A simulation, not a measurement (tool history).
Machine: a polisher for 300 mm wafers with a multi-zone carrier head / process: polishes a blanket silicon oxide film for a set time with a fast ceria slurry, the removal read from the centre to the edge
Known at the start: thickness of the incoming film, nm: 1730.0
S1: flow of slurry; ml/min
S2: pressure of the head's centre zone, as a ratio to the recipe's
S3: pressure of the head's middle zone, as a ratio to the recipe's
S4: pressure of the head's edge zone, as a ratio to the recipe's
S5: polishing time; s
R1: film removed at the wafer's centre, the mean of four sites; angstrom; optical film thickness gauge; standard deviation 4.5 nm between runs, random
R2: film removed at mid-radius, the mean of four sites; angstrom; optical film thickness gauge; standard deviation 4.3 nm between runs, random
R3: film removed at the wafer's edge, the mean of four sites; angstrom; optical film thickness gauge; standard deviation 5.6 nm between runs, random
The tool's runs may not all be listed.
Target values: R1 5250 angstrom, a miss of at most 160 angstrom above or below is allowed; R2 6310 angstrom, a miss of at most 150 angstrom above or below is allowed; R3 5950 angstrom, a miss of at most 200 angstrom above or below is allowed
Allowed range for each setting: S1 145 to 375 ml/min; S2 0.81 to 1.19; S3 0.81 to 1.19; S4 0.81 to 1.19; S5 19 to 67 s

Run 1, hour 0: S1 240 ml/min, S2 1, S3 1, S4 1, S5 43 s. Result: R1 6049.7 angstrom, R2 5612.6 angstrom, R3 5842.3 angstrom.
Run 2, hour 5.3: S1 245 ml/min, S2 0.96, S3 1.03, S4 1.01, S5 43 s. Result: R1 5764.3 angstrom, R2 5850 angstrom, R3 5784.2 angstrom.
Run 3, hour 10.2: S1 245 ml/min, S2 0.93, S3 1.04, S4 1.03, S5 43 s. Result: R1 5624.7 angstrom, R2 5851.1 angstrom, R3 5875.3 angstrom.
Run 4, hour 12.6: S1 245 ml/min, S2 0.93, S3 1.04, S4 1.08, S5 43 s. Result: R1 5708.3 angstrom, R2 5845.5 angstrom, R3 6003 angstrom.
Run 5, hour 18.4: S1 245 ml/min, S2 1, S3 1.04, S4 1.08, S5 43 s. Result: R1 6026.2 angstrom, R2 5843.7 angstrom, R3 6066 angstrom.
Run 6, hour 26: S1 245 ml/min, S2 0.96, S3 1.06, S4 1.08, S5 43 s. Result: R1 5947.1 angstrom, R2 5954.7 angstrom, R3 6045.4 angstrom.
Run 7, hour 27.8: S1 245 ml/min, S2 0.92, S3 1.08, S4 1.08, S5 43 s. Result: R1 5664.9 angstrom, R2 6059.8 angstrom, R3 6012.7 angstrom.
Run 8, hour 31.4: S1 245 ml/min, S2 0.9, S3 1.09, S4 1.08, S5 43 s. Result: R1 5473 angstrom, R2 6067.1 angstrom, R3 5891.1 angstrom.
Run 9, hour 38.5: S1 245 ml/min, S2 0.89, S3 1.1, S4 1.09, S5 43 s. Result: R1 5398.5 angstrom, R2 6066.3 angstrom, R3 5978.8 angstrom.

Next run, 4 choices. One meets every target within its allowed miss, the rest don't. Which?
Run A, hour 45.6: S1 290 ml/min, S2 0.86, S3 1.14, S4 1.1, S5 42 s. Result: R1 ?, R2 ?, R3 ?.
Run B, hour 45.6: S1 245 ml/min, S2 0.92, S3 1.06, S4 1.14, S5 42 s. Result: R1 ?, R2 ?, R3 ?.
Run C, hour 45.6: S1 190 ml/min, S2 0.85, S3 0.94, S4 1.03, S5 46 s. Result: R1 ?, R2 ?, R3 ?.
Run D, hour 45.6: S1 310 ml/min, S2 0.88, S3 1.1, S4 1.09, S5 43 s. Result: R1 ?, R2 ?, R3 ?.

move      R1      R2      R3
   A  5213.4    6271    6014
   B    5453  5774.2    6040
   C  5282.4  5502.2  6119.7
   D  5501.5  6268.6  6164.2
A: hits every target within its allowed miss
B: further off than the last run
C: further off than the last run
D: brings the result that was furthest off to its target, and leaves another outside
So the answer is move A, the one that meets all the targets.

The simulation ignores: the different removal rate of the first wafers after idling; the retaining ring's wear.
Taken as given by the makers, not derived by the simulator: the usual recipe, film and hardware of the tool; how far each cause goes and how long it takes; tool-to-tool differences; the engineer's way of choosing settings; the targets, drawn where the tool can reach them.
